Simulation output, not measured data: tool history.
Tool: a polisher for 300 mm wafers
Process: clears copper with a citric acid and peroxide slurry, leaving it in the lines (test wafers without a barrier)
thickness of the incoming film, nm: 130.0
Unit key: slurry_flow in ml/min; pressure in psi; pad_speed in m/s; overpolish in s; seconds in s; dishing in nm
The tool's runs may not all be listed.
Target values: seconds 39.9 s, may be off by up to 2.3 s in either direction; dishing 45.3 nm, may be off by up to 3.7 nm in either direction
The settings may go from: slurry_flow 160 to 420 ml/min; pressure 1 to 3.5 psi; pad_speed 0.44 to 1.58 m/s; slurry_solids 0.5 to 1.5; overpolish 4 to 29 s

| run | hour | slurry_flow | pressure | pad_speed | slurry_solids | overpolish | seconds | dishing |
|---|---|---|---|---|---|---|---|---|
| 1 | 0 | 270 | 2.2 | 1 | 1 | 15 | 72.984 | 20.501 |
| 2 | 2.8 | 270 | 2.5 | 1.02 | 1 | 16 | 62.751 | 24.536 |
| 3 | 9.6 | 270 | 2.5 | 1.02 | 1 | 19 | 62.218 | 30.197 |
| 4 | 13.5 | 270 | 2.5 | 1.02 | 1 | 16 | 63.012 | 24.892 |
| 5 | 22.4 | 270 | 2.5 | 1.02 | 0.9 | 16 | 62.148 | 23.861 |
| 6 | 27.4 | 270 | 2.8 | 1.04 | 0.95 | 17 | 55.361 | 29.274 |
| 7 | 35 | 270 | 3 | 1.06 | 0.95 | 18 | 50.075 | 34.05 |
| 8 | 36.8 | 270 | 3.1 | 1.08 | 0.95 | 18 | 46.911 | 34.997 |
| 9 | 43.5 | 270 | 3.2 | 1.08 | 0.95 | 19 | 47.592 | 37.301 |
| 10 | 48.6 | 270 | 3.3 | 1.1 | 0.95 | 19 | 44.077 | 39.295 |
| 11 | 52.8 | 270 | 3.4 | 1.1 | 0.95 | 19 | 44.467 | 39.743 |

Which single option among these 5 for the next run brings every result within its allowed miss of target? Just one does.
| A | 57 | 230 | 3.5 | 1.24 | 0.95 | 14 | ? | ? |
| B | 57 | 210 | 3 | 1.08 | 1.2 | 23 | ? | ? |
| C | 57 | 260 | 3.5 | 1.16 | 0.95 | 20 | ? | ? |
| D | 57 | 325 | 3.2 | 0.92 | 1.1 | 20 | ? | ? |
| E | 57 | 300 | 3.3 | 1 | 1.05 | 19 | ? | ? |

| move | seconds | dishing |
|---|---|---|
| A | 38.361 | 34.82 |
| B | 49.329 | 42.908 |
| C | 40.403 | 45.527 |
| D | 52.649 | 35.983 |
| E | 47.866 | 37.454 |
A: the worst result of the last run now meets its target, but another is out of spec
B: further off than the last run
C: all results land within tolerance of their targets
D: further off than the last run
E: further off than the last run
C meets every target.
